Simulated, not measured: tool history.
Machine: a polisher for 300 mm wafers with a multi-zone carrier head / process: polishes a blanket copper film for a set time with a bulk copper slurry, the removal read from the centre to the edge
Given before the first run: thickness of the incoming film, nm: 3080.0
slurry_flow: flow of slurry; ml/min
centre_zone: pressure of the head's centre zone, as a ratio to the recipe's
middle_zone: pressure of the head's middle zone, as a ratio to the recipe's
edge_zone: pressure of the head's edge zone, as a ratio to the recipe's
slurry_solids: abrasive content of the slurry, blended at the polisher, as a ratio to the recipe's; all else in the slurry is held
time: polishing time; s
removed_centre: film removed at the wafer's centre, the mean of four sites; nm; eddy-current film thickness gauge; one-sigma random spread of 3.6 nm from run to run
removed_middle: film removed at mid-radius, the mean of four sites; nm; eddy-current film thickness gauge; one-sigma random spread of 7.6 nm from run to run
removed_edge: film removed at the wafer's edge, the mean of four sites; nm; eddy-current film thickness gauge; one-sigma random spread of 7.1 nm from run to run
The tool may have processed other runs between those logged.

run  hour  slurry_flow  centre_zone  middle_zone  edge_zone  slurry_solids  time  removed_centre  removed_middle  removed_edge
  1   0.0          120         1.00         1.00       1.00           1.00    79          618.01          643.41        635.08
  2   8.5          120         1.06         1.00       1.00           1.00    79          659.92          634.86        633.59
  3  14.1          115         1.03         0.99       1.05           1.10    79          645.73          649.30        637.63
  4  21.6          115         1.03         0.99       1.05           0.95    79          629.74          618.70        629.14
  5  29.2          115         1.03         1.04       1.05           0.95    79          634.46          643.83        635.62
  6  34.3          115         1.03         1.04       1.05           0.95    63          501.27          518.29        498.72

Run 7 comes next. What will it give?
  7  35.4          120         0.98         0.98       1.09           1.00    69               ?               ?             ?

{"run 7": {"removed_centre": 528.1, "removed_middle": 560.76, "removed_edge": 565.73}}
